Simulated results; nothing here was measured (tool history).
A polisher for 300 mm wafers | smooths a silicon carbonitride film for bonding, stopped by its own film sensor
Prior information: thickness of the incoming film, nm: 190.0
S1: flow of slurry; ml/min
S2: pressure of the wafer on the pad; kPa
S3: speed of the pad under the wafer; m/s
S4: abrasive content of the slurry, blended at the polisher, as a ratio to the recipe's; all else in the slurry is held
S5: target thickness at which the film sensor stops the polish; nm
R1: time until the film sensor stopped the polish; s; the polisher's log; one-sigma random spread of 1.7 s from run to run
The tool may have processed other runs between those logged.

{"run": 1, "hour": 0.0, "S1": 205, "S2": 15.2, "S3": 0.74, "S4": 1, "S5": 177, "R1": 64.591}
{"run": 2, "hour": 1.5, "S1": 205, "S2": 13.8, "S3": 0.74, "S4": 1, "S5": 177, "R1": 70.352}
{"run": 3, "hour": 9.3, "S1": 205, "S2": 13.8, "S3": 0.74, "S4": 1, "S5": 178, "R1": 67.043}
{"run": 4, "hour": 13.6, "S1": 185, "S2": 13.8, "S3": 0.74, "S4": 1, "S5": 178, "R1": 66.951}
{"run": 5, "hour": 14.3, "S1": 185, "S2": 12.4, "S3": 0.74, "S4": 1, "S5": 178, "R1": 71.851}
{"run": 6, "hour": 20.6, "S1": 185, "S2": 11.7, "S3": 0.72, "S4": 1, "S5": 178, "R1": 76.401}
{"run": 7, "hour": 28.6, "S1": 185, "S2": 11, "S3": 0.7, "S4": 1, "S5": 178, "R1": 85.021}

Estimate the outcome of run 8 from the log above:
{"run": 8, "hour": 36.5, "S1": 185, "S2": 10.3, "S3": 0.7, "S4": 1, "S5": 178, "R1": "?"}

Run 8 gave R1 87.418 s.
